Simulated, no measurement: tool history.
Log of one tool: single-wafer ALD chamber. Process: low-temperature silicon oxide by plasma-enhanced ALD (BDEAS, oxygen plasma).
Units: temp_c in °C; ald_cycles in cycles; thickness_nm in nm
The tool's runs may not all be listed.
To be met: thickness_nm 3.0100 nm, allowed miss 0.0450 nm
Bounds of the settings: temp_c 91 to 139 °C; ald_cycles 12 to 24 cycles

run 1 day=0.000 | temp_c=115 ald_cycles=18 | thickness_nm=2.4393
run 2 day=0.083 | temp_c=115 ald_cycles=16 | thickness_nm=2.1744
run 3 day=0.171 | temp_c=115 ald_cycles=14 | thickness_nm=1.9049
run 4 day=0.271 | temp_c=114 ald_cycles=15 | thickness_nm=2.0506
run 5 day=0.421 | temp_c=112 ald_cycles=16 | thickness_nm=2.1723
run 6 day=0.542 | temp_c=118 ald_cycles=16 | thickness_nm=2.1573
run 7 day=0.767 | temp_c=117 ald_cycles=17 | thickness_nm=2.2907
run 8 day=0.921 | temp_c=116 ald_cycles=18 | thickness_nm=2.4384
run 9 day=1.062 | temp_c=115 ald_cycles=19 | thickness_nm=2.5673
run 10 day=1.133 | temp_c=114 ald_cycles=21 | thickness_nm=2.8717
run 11 day=1.258 | temp_c=112 ald_cycles=21 | thickness_nm=2.8738
run 12 day=1.288 | temp_c=111 ald_cycles=21 | thickness_nm=2.8809
run 13 day=1.567 | temp_c=110 ald_cycles=21 | thickness_nm=2.8841
run 14 day=1.662 | temp_c=109 ald_cycles=21 | thickness_nm=2.9026
run 15 day=1.996 | temp_c=108 ald_cycles=21 | thickness_nm=2.8956
run 16 day=2.204 | temp_c=106 ald_cycles=21 | thickness_nm=2.8936

Which of these 4 next moves meets every target?
run A day=2.412 | temp_c=96 ald_cycles=20 | thickness_nm=?
run B day=2.412 | temp_c=112 ald_cycles=21 | thickness_nm=?
run C day=2.412 | temp_c=110 ald_cycles=23 | thickness_nm=?
run D day=2.412 | temp_c=112 ald_cycles=22 | thickness_nm=?

move=A thickness_nm=2.8719
move=B thickness_nm=2.8831
move=C thickness_nm=3.1710
move=D thickness_nm=3.0204
A: further off than the last run
B: further off than the last run
C: takes the result that was furthest off past its target
D: meets every target
Answer: D

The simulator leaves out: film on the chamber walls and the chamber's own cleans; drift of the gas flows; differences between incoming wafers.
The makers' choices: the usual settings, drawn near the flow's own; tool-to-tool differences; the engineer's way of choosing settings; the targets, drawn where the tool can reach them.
